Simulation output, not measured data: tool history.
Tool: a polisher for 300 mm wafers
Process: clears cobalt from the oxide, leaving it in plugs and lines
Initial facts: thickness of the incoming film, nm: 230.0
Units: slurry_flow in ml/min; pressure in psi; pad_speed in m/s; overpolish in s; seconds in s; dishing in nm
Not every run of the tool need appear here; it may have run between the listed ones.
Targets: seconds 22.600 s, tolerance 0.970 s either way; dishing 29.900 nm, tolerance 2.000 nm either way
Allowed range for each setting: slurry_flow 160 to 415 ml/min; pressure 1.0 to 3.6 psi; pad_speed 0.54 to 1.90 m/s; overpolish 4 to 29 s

| run | hour | slurry_flow | pressure | pad_speed | overpolish | seconds | dishing |
|---|---|---|---|---|---|---|---|
| 1 | 0.0 | 265 | 2.3 | 1.22 | 15 | 36.818 | 49.895 |
| 2 | 4.3 | 265 | 2.3 | 1.22 | 12 | 36.228 | 43.601 |
| 3 | 9.5 | 265 | 2.4 | 1.22 | 11 | 35.610 | 42.611 |
| 4 | 16.4 | 265 | 2.6 | 1.22 | 10 | 32.340 | 41.709 |
| 5 | 23.9 | 265 | 2.6 | 1.52 | 10 | 26.904 | 45.919 |
| 6 | 27.1 | 275 | 2.7 | 1.46 | 9 | 26.908 | 41.765 |
| 7 | 29.0 | 350 | 3.3 | 1.14 | 4 | 27.470 | 25.622 |
| 8 | 33.0 | 345 | 3.3 | 1.16 | 4 | 27.023 | 26.160 |
| 9 | 36.1 | 340 | 3.3 | 1.18 | 4 | 27.073 | 26.044 |
| 10 | 42.1 | 335 | 3.3 | 1.20 | 4 | 25.704 | 26.827 |
| 11 | 44.0 | 330 | 3.3 | 1.20 | 4 | 25.794 | 26.471 |
| 12 | 49.4 | 325 | 3.3 | 1.20 | 4 | 26.949 | 25.842 |

Next run, 4 choices. One meets every target within its allowed miss, the rest don't. Which?
| A | 54.8 | 325 | 3.2 | 0.96 | 6 | ? | ? |
| B | 54.8 | 350 | 3.5 | 1.36 | 4 | ? | ? |
| C | 54.8 | 230 | 2.8 | 1.16 | 4 | ? | ? |
| D | 54.8 | 330 | 3.3 | 1.24 | 5 | ? | ? |

| move | seconds | dishing |
|---|---|---|
| A | 32.379 | 29.863 |
| B | 22.289 | 29.185 |
| C | 32.289 | 22.239 |
| D | 25.502 | 30.997 |
A: the biggest miss grows against the last run
B: meets every target
C: the biggest miss grows against the last run
D: better than the last run, though not everything is in spec
The move that meets every target is B.
